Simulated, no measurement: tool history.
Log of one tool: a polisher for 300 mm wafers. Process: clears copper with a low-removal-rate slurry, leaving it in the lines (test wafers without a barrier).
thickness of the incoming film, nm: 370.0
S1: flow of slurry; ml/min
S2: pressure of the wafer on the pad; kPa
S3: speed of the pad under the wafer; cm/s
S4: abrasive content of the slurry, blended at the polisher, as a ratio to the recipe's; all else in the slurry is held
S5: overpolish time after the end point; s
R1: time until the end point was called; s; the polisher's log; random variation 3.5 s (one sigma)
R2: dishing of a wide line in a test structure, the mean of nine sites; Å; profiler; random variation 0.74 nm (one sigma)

run 1 hour=0 | S1=240 S2=21.4 S3=102 S4=1 S5=30 | R1=113.47 R2=434.03
run 2 hour=2.2 | S1=240 S2=21.4 S3=102 S4=1 S5=23 | R1=116.1 R2=389.62
run 3 hour=4.7 | S1=240 S2=21.4 S3=102 S4=0.8 S5=23 | R1=121.1 R2=379.65
run 4 hour=5.5 | S1=215 S2=21.4 S3=102 S4=0.8 S5=23 | R1=122.21 R2=382.64
run 5 hour=8.7 | S1=190 S2=21.4 S3=102 S4=0.8 S5=23 | R1=123.33 R2=363.04
run 6 hour=11.1 | S1=195 S2=17.9 S3=88 S4=0.8 S5=29 | R1=170.48 R2=347.95

Run 7 comes next. What will it give?
run 7 hour=20.1 | S1=190 S2=11.7 S3=60 S4=0.75 S5=41 | R1=? R2=?

{"run 7": {"R1": 372.22, "R2": 266.4}}
